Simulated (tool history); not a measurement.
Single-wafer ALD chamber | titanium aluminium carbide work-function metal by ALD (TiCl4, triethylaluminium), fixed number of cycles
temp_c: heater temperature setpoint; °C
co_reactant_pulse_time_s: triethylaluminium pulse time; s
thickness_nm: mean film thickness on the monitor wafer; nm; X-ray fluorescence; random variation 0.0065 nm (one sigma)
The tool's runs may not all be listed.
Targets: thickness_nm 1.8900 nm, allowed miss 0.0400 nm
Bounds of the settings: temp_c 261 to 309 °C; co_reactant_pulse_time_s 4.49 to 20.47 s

run,hour,temp_c,co_reactant_pulse_time_s,thickness_nm
1,0.0,285,12.48,1.7242
2,3.1,285,9.39,1.6603
3,7.4,275,9.39,1.5804
4,14.2,275,7.98,1.5284
5,22.5,275,9.84,1.5963
6,24.8,275,11.37,1.6253
7,27.8,287,15.36,1.7484
8,36.8,289,15.56,1.7688
9,41.3,290,15.74,1.7742
10,45.8,291,15.93,1.7784
11,54.3,292,16.14,1.7924

Which of these 4 next moves meets every target?
A,62.8,302,19.64,?
B,62.8,283,14.74,?
C,62.8,288,19.11,?
D,62.8,289,16.83,?

move,thickness_nm
A,1.8784
B,1.7090
C,1.7590
D,1.7648
A: meets every target
B: further off than the last run
C: further off than the last run
D: further off than the last run
Answer: A
